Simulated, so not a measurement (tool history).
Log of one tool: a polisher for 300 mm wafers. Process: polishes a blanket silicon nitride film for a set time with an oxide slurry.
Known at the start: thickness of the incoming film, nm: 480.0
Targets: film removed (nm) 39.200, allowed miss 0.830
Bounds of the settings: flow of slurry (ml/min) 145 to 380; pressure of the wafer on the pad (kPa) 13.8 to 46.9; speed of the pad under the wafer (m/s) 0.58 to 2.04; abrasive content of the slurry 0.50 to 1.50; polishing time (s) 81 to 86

run	hour	flow of slurry (ml/min)	pressure of the wafer on the pad (kPa)	speed of the pad under the wafer (m/s)	abrasive content of the slurry	polishing time (s)	film removed (nm)
1	0.0	245	30.3	1.30	1.00	81	77.232
2	2.5	245	24.8	1.30	1.00	81	63.502
3	8.8	205	24.8	1.30	1.00	81	62.781
4	10.2	205	24.8	1.52	1.00	81	67.523
5	17.6	195	21.4	1.42	1.00	81	55.255
6	23.9	195	21.4	1.12	1.00	81	50.347
7	32.8	190	19.3	1.12	1.00	81	45.099
8	35.2	185	18.6	1.12	1.00	81	43.081
9	44.1	160	15.9	1.12	1.00	81	36.780
10	48.0	210	15.9	1.12	1.00	81	38.125
11	53.4	215	15.9	1.12	1.00	81	37.716

5 next moves are on the table. One of them brings every result within its allowed miss. Which?
A	58.8	210	13.8	1.04	1.05	86	?
B	58.8	210	15.2	1.44	1.05	81	?
C	58.8	165	15.2	1.26	1.10	82	?
D	58.8	170	17.2	1.02	1.05	86	?
E	58.8	190	14.5	1.28	1.05	81	?

move	film removed (nm)
A	35.009
B	41.996
C	39.497
D	41.753
E	37.510
A: further off than the last run
B: takes the result that was furthest off past its target
C: meets every target
D: takes the result that was furthest off past its target
E: further off than the last run
The right move is C.

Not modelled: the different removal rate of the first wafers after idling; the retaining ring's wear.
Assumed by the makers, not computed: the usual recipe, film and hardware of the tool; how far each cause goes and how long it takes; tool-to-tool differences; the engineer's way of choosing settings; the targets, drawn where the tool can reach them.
